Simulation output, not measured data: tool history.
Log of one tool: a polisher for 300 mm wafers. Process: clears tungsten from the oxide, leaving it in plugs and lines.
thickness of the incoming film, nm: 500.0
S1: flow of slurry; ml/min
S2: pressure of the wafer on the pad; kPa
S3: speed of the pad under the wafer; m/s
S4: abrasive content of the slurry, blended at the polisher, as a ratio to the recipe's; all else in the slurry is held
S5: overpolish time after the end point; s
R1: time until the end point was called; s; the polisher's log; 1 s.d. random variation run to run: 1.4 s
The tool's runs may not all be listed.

run  hour   S1    S2    S3   S4  S5      R1
  1   0.0  265  24.1  1.12  1.0  31  124.34
  2   2.2  330  24.1  1.12  1.0  31  121.34
  3   8.8  330  24.1  0.86  1.0  31  148.52
  4  15.5  330  24.1  0.86  1.0  31  149.03
     19.8  -- slurry nozzle cleaned
  5  19.8  330  24.1  0.86  1.0  33  144.76
  6  26.7  330  19.3  0.86  1.0  33  184.56
  7  32.4  330  23.4  0.88  1.0  33  152.25

What will run 8 give?
  8  37.9  330  30.3  0.94  1.0  33   ?

Run 8 came out at R1 112.00 s.
